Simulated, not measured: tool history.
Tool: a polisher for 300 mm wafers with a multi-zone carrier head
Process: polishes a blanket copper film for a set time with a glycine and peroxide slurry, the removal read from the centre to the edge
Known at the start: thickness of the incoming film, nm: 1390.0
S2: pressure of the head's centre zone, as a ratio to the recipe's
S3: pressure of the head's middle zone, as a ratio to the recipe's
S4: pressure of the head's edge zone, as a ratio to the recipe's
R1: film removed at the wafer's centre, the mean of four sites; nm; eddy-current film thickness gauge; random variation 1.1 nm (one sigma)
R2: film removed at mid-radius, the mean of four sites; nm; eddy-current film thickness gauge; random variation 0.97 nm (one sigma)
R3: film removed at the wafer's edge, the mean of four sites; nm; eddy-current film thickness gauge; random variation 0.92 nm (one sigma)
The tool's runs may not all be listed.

Run 1, hour 0.0: flow of slurry (ml/min) 200, S2 1.00, S3 1.00, S4 1.00, polishing time (s) 43. Result: R1 172.760 nm, R2 176.38 nm, R3 181.89 nm.
Run 2, hour 2.8: flow of slurry (ml/min) 160, S2 1.00, S3 1.00, S4 1.00, polishing time (s) 43. Result: R1 168.710 nm, R2 172.75 nm, R3 176.62 nm.
Run 3, hour 3.5: flow of slurry (ml/min) 160, S2 1.00, S3 1.08, S4 1.00, polishing time (s) 43. Result: R1 170.190 nm, R2 186.89 nm, R3 175.98 nm.
Run 4, hour 5.9: flow of slurry (ml/min) 155, S2 0.98, S3 1.04, S4 0.97, polishing time (s) 39. Result: R1 148.820 nm, R2 162.03 nm, R3 155.80 nm.
Run 5, hour 14.4: flow of slurry (ml/min) 150, S2 0.96, S3 1.01, S4 0.94, polishing time (s) 37. Result: R1 138.000 nm, R2 148.53 nm, R3 145.76 nm.
Run 6, hour 21.8: flow of slurry (ml/min) 145, S2 0.94, S3 0.99, S4 0.91, polishing time (s) 35. Result: R1 127.920 nm, R2 139.03 nm, R3 136.45 nm.
Run 7, hour 30.3: flow of slurry (ml/min) 140, S2 0.93, S3 0.97, S4 0.89, polishing time (s) 34. Result: R1 122.070 nm, R2 132.12 nm, R3 131.34 nm.

The next listed run, before its measurement:
Run 8, hour 33.2: flow of slurry (ml/min) 145, S2 0.89, S3 0.91, S4 0.83, polishing time (s) 28. Result: R1 ?, R2 ?, R3 ?.

{"run 8": {"R1": 97.142, "R2": 103.45, "R3": 104.74}}
